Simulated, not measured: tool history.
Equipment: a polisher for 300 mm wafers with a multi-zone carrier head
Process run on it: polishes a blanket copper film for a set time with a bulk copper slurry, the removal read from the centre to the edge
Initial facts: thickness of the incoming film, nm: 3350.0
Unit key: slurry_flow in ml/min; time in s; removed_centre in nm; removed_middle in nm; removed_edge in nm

run,hour,slurry_flow,centre_zone,middle_zone,edge_zone,slurry_solids,time,removed_centre,removed_middle,removed_edge
1,0,210,1,1,1,1,79,505.5,516,487.74
2,8.4,205,0.98,0.99,0.98,0.9,74,453.97,475.92,440.85
3,11.3,205,0.98,0.92,0.98,0.9,74,440.35,445.22,435.29
4,17.4,200,0.97,0.91,0.96,0.8,71,410.86,418.18,405.11
5,25.6,200,0.97,0.91,0.92,0.8,71,412.3,410.03,391.72
6,26.4,200,0.97,0.91,0.92,0.9,71,424.5,420.58,389.88
7,35.2,190,0.91,0.93,0.87,0.65,53,269.66,287.97,262.62
8,43.6,200,0.92,0.94,0.89,0.65,53,276.14,300.28,275.32
9,44.9,200,0.92,0.94,0.89,0.65,53,276.55,290.01,271.41
10,52.3,205,0.93,0.96,0.91,0.65,53,281.45,294.69,276.89

Run 11 has not been measured yet. What should we expect?
11,56.3,205,0.93,0.97,0.92,0.7,53,?,?,?

For run 11 the tool returned removed_centre 285.92 nm, removed_middle 306.93 nm, removed_edge 283.7 nm.
